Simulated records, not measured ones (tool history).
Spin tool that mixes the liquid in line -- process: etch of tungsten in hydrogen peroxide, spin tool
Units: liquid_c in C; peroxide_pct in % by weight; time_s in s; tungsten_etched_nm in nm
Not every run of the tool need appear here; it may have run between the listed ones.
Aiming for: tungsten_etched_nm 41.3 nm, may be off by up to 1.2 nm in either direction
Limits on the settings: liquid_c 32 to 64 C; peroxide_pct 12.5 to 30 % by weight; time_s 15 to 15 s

| run | hour | liquid_c | peroxide_pct | time_s | tungsten_etched_nm |
|---|---|---|---|---|---|
| 1 | 0 | 48 | 24.5 | 15 | 29.624 |
| 2 | 8.1 | 48 | 24.5 | 15 | 29.708 |
| 3 | 16.6 | 49 | 24.5 | 15 | 32.349 |
| 4 | 23.2 | 49 | 24.5 | 15 | 31.713 |
| 5 | 26.2 | 49 | 20.5 | 15 | 29.476 |
| 6 | 33.7 | 49 | 20.5 | 15 | 28.921 |
| 7 | 42.4 | 56 | 20.5 | 15 | 44.652 |
| 8 | 44.9 | 56 | 20.5 | 15 | 44.647 |
| 9 | 47.7 | 56 | 20.5 | 15 | 44.111 |
| 10 | 53.3 | 55.5 | 20.5 | 15 | 42.78 |

Pick the move, out of 4, that brings all results within their allowed miss; only one does.
| A | 58.9 | 52 | 29 | 15 | ? |
| B | 58.9 | 56.5 | 18 | 15 | ? |
| C | 58.9 | 53 | 29 | 15 | ? |
| D | 58.9 | 54.5 | 23 | 15 | ? |

| move | tungsten_etched_nm |
|---|---|
| A | 42.361 |
| B | 43.629 |
| C | 44.988 |
| D | 43.82 |
A: every result lands within tolerance
B: misses by more than the last run did
C: misses by more than the last run did
D: misses by more than the last run did
Move A is the one to make.
